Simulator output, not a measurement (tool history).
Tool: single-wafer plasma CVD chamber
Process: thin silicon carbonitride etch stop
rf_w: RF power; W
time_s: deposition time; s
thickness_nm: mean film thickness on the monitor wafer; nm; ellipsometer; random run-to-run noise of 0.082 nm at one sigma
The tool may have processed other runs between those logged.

{"run": 1, "hour": 0.0, "rf_w": 200, "time_s": 21.5, "thickness_nm": 12.352}
{"run": 2, "hour": 3.5, "rf_w": 200, "time_s": 19.5, "thickness_nm": 11.224}
{"run": 3, "hour": 6.6, "rf_w": 200, "time_s": 17.7, "thickness_nm": 10.203}
{"run": 4, "hour": 7.5, "rf_w": 200, "time_s": 14.9, "thickness_nm": 8.4927}
{"run": 5, "hour": 14.8, "rf_w": 205, "time_s": 16, "thickness_nm": 9.2797}
{"run": 6, "hour": 19.4, "rf_w": 210, "time_s": 16.8, "thickness_nm": 9.7996}
{"run": 7, "hour": 20.2, "rf_w": 215, "time_s": 17.5, "thickness_nm": 10.348}
{"run": 8, "hour": 28.0, "rf_w": 220, "time_s": 18.1, "thickness_nm": 10.667}
{"run": 9, "hour": 31.8, "rf_w": 225, "time_s": 18.7, "thickness_nm": 11.322}

Run 10 has not been measured yet. What should we expect?
{"run": 10, "hour": 38.9, "rf_w": 255, "time_s": 22, "thickness_nm": "?"}

thickness_nm: 13.65 nm
